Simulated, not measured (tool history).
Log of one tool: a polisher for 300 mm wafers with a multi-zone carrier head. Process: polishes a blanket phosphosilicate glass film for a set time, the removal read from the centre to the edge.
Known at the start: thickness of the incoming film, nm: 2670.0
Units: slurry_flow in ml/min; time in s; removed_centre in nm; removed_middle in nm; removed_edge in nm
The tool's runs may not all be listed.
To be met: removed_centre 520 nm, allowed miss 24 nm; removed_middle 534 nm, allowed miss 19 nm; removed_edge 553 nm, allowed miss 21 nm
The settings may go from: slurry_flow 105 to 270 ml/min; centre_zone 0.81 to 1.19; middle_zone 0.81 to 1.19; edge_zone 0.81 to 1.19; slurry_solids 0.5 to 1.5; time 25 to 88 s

{"run": 1, "hour": 0.0, "slurry_flow": 175, "centre_zone": 1, "middle_zone": 1, "edge_zone": 1, "slurry_solids": 1, "time": 56, "removed_centre": 431.2, "removed_middle": 421.94, "removed_edge": 428.01}
{"run": 2, "hour": 5.4, "slurry_flow": 175, "centre_zone": 1, "middle_zone": 1, "edge_zone": 1, "slurry_solids": 0.85, "time": 56, "removed_centre": 399.85, "removed_middle": 385.51, "removed_edge": 392.51}
{"run": 3, "hour": 7.0, "slurry_flow": 180, "centre_zone": 1, "middle_zone": 1.01, "edge_zone": 1.04, "slurry_solids": 1, "time": 56, "removed_centre": 429.45, "removed_middle": 425.71, "removed_edge": 428.89}
{"run": 4, "hour": 8.0, "slurry_flow": 180, "centre_zone": 0.99, "middle_zone": 1, "edge_zone": 1.05, "slurry_solids": 1.15, "time": 56, "removed_centre": 469.61, "removed_middle": 451.73, "removed_edge": 460.4}
{"run": 5, "hour": 9.1, "slurry_flow": 180, "centre_zone": 0.96, "middle_zone": 1, "edge_zone": 1.08, "slurry_solids": 1.25, "time": 57, "removed_centre": 481.21, "removed_middle": 487.41, "removed_edge": 509.52}
{"run": 6, "hour": 15.9, "slurry_flow": 180, "centre_zone": 0.88, "middle_zone": 1, "edge_zone": 1.08, "slurry_solids": 1.25, "time": 57, "removed_centre": 435.82, "removed_middle": 479.93, "removed_edge": 501.7}
{"run": 7, "hour": 17.1, "slurry_flow": 225, "centre_zone": 0.98, "middle_zone": 1.04, "edge_zone": 1.14, "slurry_solids": 1.3, "time": 57, "removed_centre": 499.37, "removed_middle": 513.62, "removed_edge": 528.43}
{"run": 8, "hour": 22.8, "slurry_flow": 225, "centre_zone": 0.98, "middle_zone": 1.04, "edge_zone": 1.15, "slurry_solids": 1.3, "time": 57, "removed_centre": 495.84, "removed_middle": 520.4, "removed_edge": 538.82}
{"run": 9, "hour": 31.7, "slurry_flow": 225, "centre_zone": 0.99, "middle_zone": 1.04, "edge_zone": 1.15, "slurry_solids": 1.3, "time": 57, "removed_centre": 508.75, "removed_middle": 513.14, "removed_edge": 536.21}

Which of these 5 next moves meets every target?
{"run": "A", "hour": 40.6, "slurry_flow": 245, "centre_zone": 0.97, "middle_zone": 1.03, "edge_zone": 1.18, "slurry_solids": 1.3, "time": 53, "removed_centre": "?", "removed_middle": "?", "removed_edge": "?"}
{"run": "B", "hour": 40.6, "slurry_flow": 240, "centre_zone": 0.93, "middle_zone": 0.95, "edge_zone": 1.19, "slurry_solids": 1.25, "time": 60, "removed_centre": "?", "removed_middle": "?", "removed_edge": "?"}
{"run": "C", "hour": 40.6, "slurry_flow": 225, "centre_zone": 0.96, "middle_zone": 0.9, "edge_zone": 1.19, "slurry_solids": 1.2, "time": 62, "removed_centre": "?", "removed_middle": "?", "removed_edge": "?"}
{"run": "D", "hour": 40.6, "slurry_flow": 230, "centre_zone": 0.98, "middle_zone": 1.05, "edge_zone": 1.15, "slurry_solids": 1.5, "time": 56, "removed_centre": "?", "removed_middle": "?", "removed_edge": "?"}
{"run": "E", "hour": 40.6, "slurry_flow": 260, "centre_zone": 0.99, "middle_zone": 1.04, "edge_zone": 0.94, "slurry_solids": 1.1, "time": 63, "removed_centre": "?", "removed_middle": "?", "removed_edge": "?"}

move=A removed_centre=470.73 removed_middle=482.72 removed_edge=512.51
move=B removed_centre=501.83 removed_middle=501.33 removed_edge=573.13
move=C removed_centre=521.69 removed_middle=483.48 removed_edge=579.63
move=D removed_centre=527.51 removed_middle=544.69 removed_edge=562.11
move=E removed_centre=534.31 removed_middle=541.3 removed_edge=508.34
A: further off than the last run
B: further off than the last run
C: further off than the last run
D: meets every target
E: brings the result that was furthest off to its target, and leaves another outside
Move D is the one to make.
